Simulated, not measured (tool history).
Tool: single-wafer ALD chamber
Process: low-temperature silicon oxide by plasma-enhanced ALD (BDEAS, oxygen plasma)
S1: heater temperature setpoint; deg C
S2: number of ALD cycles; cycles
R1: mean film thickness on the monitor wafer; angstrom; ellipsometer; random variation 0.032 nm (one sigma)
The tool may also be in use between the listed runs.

run  hour   S1  S2      R1
  1   0.0  115  44  64.258
  2   4.2  113  45  65.268
  3  11.5  113  49  70.907
  4  20.3  113  45  64.929
  5  22.8  113  46  67.163
  6  24.6  120  46  65.535
  7  32.1  116  47  68.003

Forecast run 8:
  8  38.9  114  48   ?

Run 8 gave R1 68.947 angstrom.
